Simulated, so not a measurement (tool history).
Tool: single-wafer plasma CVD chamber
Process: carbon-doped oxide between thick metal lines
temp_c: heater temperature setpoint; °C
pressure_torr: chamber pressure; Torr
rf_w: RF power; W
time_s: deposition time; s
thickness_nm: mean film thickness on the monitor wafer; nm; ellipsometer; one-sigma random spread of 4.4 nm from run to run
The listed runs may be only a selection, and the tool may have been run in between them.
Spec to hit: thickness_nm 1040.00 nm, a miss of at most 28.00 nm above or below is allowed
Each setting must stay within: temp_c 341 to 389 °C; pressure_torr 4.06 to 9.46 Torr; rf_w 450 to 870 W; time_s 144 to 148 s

run  hour  temp_c  pressure_torr  rf_w  time_s  thickness_nm
  1   0.0     365           6.76   660     144        916.66
  2   4.6     365           6.80   680     144        931.40
  3  12.0     365           6.80   680     148        960.02
  4  19.7     365           6.80   680     148        957.35
  5  20.5     365           6.80   680     148        951.52
  6  21.7     364           6.86   700     148        973.03
  7  30.4     363           6.90   715     148        985.27
  8  33.6     363           6.90   715     148        983.54
  9  35.7     363           6.90   715     148        980.03

Which single option among these 4 for the next run brings every result within its allowed miss of target? Just one does.
  A  37.8     365           6.85   700     144             ?
  B  37.8     362           7.17   775     148             ?
  C  37.8     365           6.92   715     148             ?
  D  37.8     352           6.46   650     144             ?

move  thickness_nm
   A        947.64
   B       1034.60
   C        984.68
   D        941.38
A: misses by more than the last run did
B: meets every target
C: nearer the targets than the last run, but a result is still out of spec
D: misses by more than the last run did
The right move is B.
